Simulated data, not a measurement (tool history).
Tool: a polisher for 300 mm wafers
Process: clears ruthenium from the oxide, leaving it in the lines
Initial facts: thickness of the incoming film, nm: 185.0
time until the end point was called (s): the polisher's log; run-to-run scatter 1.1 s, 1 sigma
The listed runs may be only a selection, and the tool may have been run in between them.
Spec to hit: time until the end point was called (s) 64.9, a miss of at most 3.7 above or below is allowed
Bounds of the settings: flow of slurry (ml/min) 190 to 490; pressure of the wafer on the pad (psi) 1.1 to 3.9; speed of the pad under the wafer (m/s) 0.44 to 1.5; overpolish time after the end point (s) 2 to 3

run    day  flow of slurry (ml/min)  pressure of the wafer on the pad (psi)  speed of the pad under the wafer (m/s)  overpolish time after the end point (s)  time until the end point was called (s)
  1      0                      315                                     2.5                                    0.96                                        3                                   118.68
  2  0.079                      235                                     2.5                                    0.96                                        3                                   121.54
  3  0.308                      235                                     2.5                                    1.18                                        3                                   97.748
  4  0.646                      235                                     2.6                                    1.18                                        3                                   98.115
  5  0.871                      235                                     2.1                                    1.18                                        3                                   117.37
  6  0.954                      235                                     2.3                                    1.18                                        3                                   107.08
  7  1.067                      235                                     2.4                                    1.18                                        3                                   101.04
  8  1.342                      235                                     2.5                                    1.18                                        3                                   99.826
  9  1.483                      235                                     2.6                                    1.18                                        3                                   95.617
 10  1.608                      235                                     2.7                                    1.18                                        3                                   91.202
 11  1.825                      235                                     2.8                                    1.18                                        3                                   89.518
 12  1.946                      235                                     2.9                                    1.18                                        3                                   86.667
 13  2.012                      235                                       3                                    1.18                                        3                                   85.668
 14  2.125                      235                                     3.1                                    1.18                                        3                                    80.85
 15  2.146                      235                                     3.2                                    1.18                                        3                                   78.377
 16  2.312                      235                                     3.3                                    1.18                                        3                                   77.211
 17  2.588                      235                                     3.4                                    1.18                                        3                                   71.602
 18  2.704                      235                                     3.6                                    1.18                                        3                                   70.268
 19  2.871                      235                                     3.6                                    1.18                                        3                                   69.991

5 next moves are on the table. One of them brings every result within its allowed miss. Which?
  A  3.038                      220                                     3.4                                     1.1                                        2                                        ?
  B  3.038                      220                                     3.7                                    1.26                                        3                                        ?
  C  3.038                      235                                     3.6                                    1.08                                        2                                        ?
  D  3.038                      235                                     3.2                                    1.24                                        3                                        ?
  E  3.038                      200                                     3.5                                    1.12                                        3                                        ?

move  time until the end point was called (s)
   A                                   78.806
   B                                   63.547
   C                                   75.539
   D                                   74.078
   E                                   75.745
A: lands further from the targets than the last run did
B: all results land within tolerance of their targets
C: lands further from the targets than the last run did
D: lands further from the targets than the last run did
E: lands further from the targets than the last run did
B is the move that brings every result within its allowed miss.

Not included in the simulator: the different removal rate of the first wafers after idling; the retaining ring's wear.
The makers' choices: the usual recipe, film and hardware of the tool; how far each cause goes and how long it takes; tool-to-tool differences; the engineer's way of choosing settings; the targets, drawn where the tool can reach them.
